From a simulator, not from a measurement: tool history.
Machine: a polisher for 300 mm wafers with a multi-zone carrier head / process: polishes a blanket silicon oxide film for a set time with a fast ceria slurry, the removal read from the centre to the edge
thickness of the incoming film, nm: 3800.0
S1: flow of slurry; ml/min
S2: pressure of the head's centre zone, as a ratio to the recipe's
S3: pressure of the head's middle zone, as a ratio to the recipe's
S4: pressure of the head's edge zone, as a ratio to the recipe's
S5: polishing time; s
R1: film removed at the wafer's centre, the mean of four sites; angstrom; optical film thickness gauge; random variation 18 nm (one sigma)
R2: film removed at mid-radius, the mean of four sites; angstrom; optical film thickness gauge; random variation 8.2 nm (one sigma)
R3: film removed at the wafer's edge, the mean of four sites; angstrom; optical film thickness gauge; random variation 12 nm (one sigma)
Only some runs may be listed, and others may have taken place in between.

run,day,S1,S2,S3,S4,S5,R1,R2,R3
1,0,175,1,1,1,75,11071,11243,11649
2,0.125,180,1.02,1,1.02,76,11629,11569,11872
3,0.238,140,1.02,1,1.02,76,11307,11281,11681
4,0.3,145,1.03,0.99,1.04,77,11818,11264,11966
5,0.325,150,1.04,0.99,1.06,78,12176,11345,12061
6,0.583,150,1.08,0.99,1.06,78,12557,11499,12157
7,0.721,155,1.08,0.99,1.08,79,12503,11587,12566

What will run 8 give?
8,1.029,160,1.09,0.99,1.09,80,?,?,?

{"run 8": {"R1": 12767, "R2": 11891, "R3": 12873}}

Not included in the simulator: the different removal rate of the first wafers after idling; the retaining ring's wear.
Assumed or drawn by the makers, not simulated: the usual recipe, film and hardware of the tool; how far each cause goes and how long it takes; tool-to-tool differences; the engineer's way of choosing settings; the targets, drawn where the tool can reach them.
